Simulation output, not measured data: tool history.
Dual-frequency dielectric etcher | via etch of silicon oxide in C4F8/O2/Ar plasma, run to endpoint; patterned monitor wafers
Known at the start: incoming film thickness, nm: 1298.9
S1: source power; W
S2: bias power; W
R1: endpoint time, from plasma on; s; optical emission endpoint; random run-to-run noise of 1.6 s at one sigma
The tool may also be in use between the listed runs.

{"run": 1, "hour": 0.0, "S1": 2270, "S2": 1479, "R1": 266.66}
{"run": 2, "hour": 7.9, "S1": 2270, "S2": 1290, "R1": 277.14}
{"run": 3, "hour": 10.0, "S1": 2270, "S2": 1139, "R1": 283.37}
{"run": 4, "hour": 18.7, "S1": 2670, "S2": 1139, "R1": 257.43}
{"run": 5, "hour": 19.4, "S1": 2360, "S2": 1105, "R1": 278.7}
{"run": 6, "hour": 26.0, "S1": 2120, "S2": 1078, "R1": 302.33}
{"run": 7, "hour": 28.8, "S1": 1990, "S2": 1068, "R1": 314.27}
{"run": 8, "hour": 34.9, "S1": 1900, "S2": 1061, "R1": 326.05}

Estimate the outcome of run 9 from the log above:
{"hour": 38.2, "done": "bias power generator calibrated"}
{"run": 9, "hour": 38.2, "S1": 1840, "S2": 1057, "R1": "?"}

R1: 337.19 s
